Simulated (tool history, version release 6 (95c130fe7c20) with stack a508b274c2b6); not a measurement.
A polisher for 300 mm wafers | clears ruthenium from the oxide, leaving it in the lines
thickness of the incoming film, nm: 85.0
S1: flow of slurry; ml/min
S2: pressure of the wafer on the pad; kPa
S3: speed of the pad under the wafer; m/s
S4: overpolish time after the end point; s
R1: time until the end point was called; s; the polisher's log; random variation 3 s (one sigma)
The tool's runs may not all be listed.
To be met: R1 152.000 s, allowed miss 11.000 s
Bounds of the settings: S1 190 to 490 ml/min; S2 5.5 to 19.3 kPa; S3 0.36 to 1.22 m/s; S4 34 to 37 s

{"run": 1, "day": 0.0, "S1": 315, "S2": 12.4, "S3": 0.78, "S4": 34, "R1": 81.312}
{"run": 2, "day": 0.183, "S1": 315, "S2": 10.3, "S3": 0.74, "S4": 34, "R1": 102.1}
{"run": 3, "day": 0.538, "S1": 260, "S2": 10.3, "S3": 0.74, "S4": 34, "R1": 102.73}
{"run": 4, "day": 0.846, "S1": 260, "S2": 10.3, "S3": 0.74, "S4": 37, "R1": 99.892}
{"run": 5, "day": 0.871, "S1": 260, "S2": 9.0, "S3": 0.72, "S4": 37, "R1": 123.1}
{"run": 6, "day": 0.938, "S1": 260, "S2": 8.3, "S3": 0.72, "S4": 37, "R1": 130.91}
{"run": 7, "day": 1.062, "S1": 260, "S2": 7.6, "S3": 0.72, "S4": 37, "R1": 141.01}
{"run": 8, "day": 1.112, "S1": 260, "S2": 7.6, "S3": 0.72, "S4": 37, "R1": 137.59}
{"run": 9, "day": 1.262, "S1": 260, "S2": 6.2, "S3": 0.7, "S4": 37, "R1": 167.75}

4 next moves are on the table. One of them brings every result within its allowed miss. Which?
{"run": "A", "day": 1.412, "S1": 425, "S2": 5.5, "S3": 0.66, "S4": 34, "R1": "?"}
{"run": "B", "day": 1.412, "S1": 230, "S2": 6.2, "S3": 0.6, "S4": 34, "R1": "?"}
{"run": "C", "day": 1.412, "S1": 235, "S2": 6.2, "S3": 0.62, "S4": 36, "R1": "?"}
{"run": "D", "day": 1.412, "S1": 270, "S2": 6.9, "S3": 0.72, "S4": 34, "R1": "?"}

move=A R1=190.000
move=B R1=198.200
move=C R1=191.720
move=D R1=151.100
A: further off than the last run
B: further off than the last run
C: further off than the last run
D: meets every target
The right move is D.
